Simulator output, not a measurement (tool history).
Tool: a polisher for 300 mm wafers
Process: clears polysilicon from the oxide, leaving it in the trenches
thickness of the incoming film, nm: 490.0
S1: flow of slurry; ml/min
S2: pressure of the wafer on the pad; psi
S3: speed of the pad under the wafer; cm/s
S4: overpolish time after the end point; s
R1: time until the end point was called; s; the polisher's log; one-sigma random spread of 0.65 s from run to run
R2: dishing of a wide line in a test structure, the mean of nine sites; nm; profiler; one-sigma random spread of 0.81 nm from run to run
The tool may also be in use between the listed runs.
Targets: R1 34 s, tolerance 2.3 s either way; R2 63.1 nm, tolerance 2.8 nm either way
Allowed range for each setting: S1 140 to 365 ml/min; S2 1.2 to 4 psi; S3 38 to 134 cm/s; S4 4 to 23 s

run  hour   S1   S2  S3  S4      R1      R2
  1     0  235  2.6  86  12  61.832  51.649
  2   3.8  235  2.9  88  12  54.853  53.058
  3   9.9  235  3.1  90  12  47.786  58.065
  4  15.7  235  3.5  90  12  43.682  57.492
  5  17.1  210  3.5  90  12  43.363  57.721
  6  20.3  210  3.1  90  12  50.527  55.896
  7  26.7  210  3.3  92  12  46.572   56.48
  8  32.9  215  3.4  92  12  44.664  58.839
  9  35.2  215  3.4  92  12  45.123  57.333
 10  39.9  220  3.5  94  12  42.178  58.258

Which single option among these 4 for the next run brings every result within its allowed miss of target? Just one does.
  A  44.6  155  3.4  128  14   ?   ?
  B  44.6  200  3.3  108  17   ?   ?
  C  44.6  225  3.5  100  17   ?   ?
  D  44.6  235  3.4  104  17   ?   ?

move      R1      R2
   A   34.16  61.698
   B  39.752  61.951
   C  39.726  61.955
   D  39.235  62.024
A: every result lands within tolerance
B: gains on the last run, yet a result remains outside its allowed miss
C: gains on the last run, yet a result remains outside its allowed miss
D: gains on the last run, yet a result remains outside its allowed miss
Correct choice: A, which meets every target
